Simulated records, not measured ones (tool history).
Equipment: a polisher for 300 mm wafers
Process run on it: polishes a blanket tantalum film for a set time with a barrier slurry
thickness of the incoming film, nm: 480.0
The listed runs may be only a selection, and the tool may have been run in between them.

| run | day | flow of slurry (ml/min) | pressure of the wafer on the pad (kPa) | speed of the pad under the wafer (cm/s) | abrasive content of the slurry | polishing time (s) | film removed (angstrom) |
|---|---|---|---|---|---|---|---|
| 1 | 0.000 | 250 | 14.5 | 96 | 1.00 | 50 | 803.02 |
| 2 | 0.108 | 250 | 14.5 | 96 | 0.85 | 50 | 739.60 |
| 3 | 0.225 | 200 | 14.5 | 96 | 0.85 | 50 | 725.52 |
| 4 | 0.383 | 240 | 14.5 | 96 | 0.85 | 50 | 736.12 |
| 5 | 0.475 | 180 | 14.5 | 96 | 0.85 | 50 | 713.59 |
| 6 | 0.825 | 180 | 14.5 | 96 | 0.85 | 44 | 619.29 |
| 7 | 1.046 | 175 | 14.5 | 96 | 0.85 | 44 | 622.60 |
| 8 | 1.238 | 170 | 14.5 | 96 | 0.85 | 44 | 617.38 |
| 9 | 1.321 | 165 | 14.5 | 96 | 0.85 | 44 | 623.44 |
| 10 | 1.504 | 165 | 12.4 | 96 | 0.85 | 44 | 527.42 |
| 11 | 1.875 | 165 | 12.4 | 96 | 0.85 | 44 | 536.55 |

What will run 12 give?
| 12 | 1.988 | 170 | 12.4 | 96 | 0.85 | 44 | ? |

film removed (angstrom): 529.37
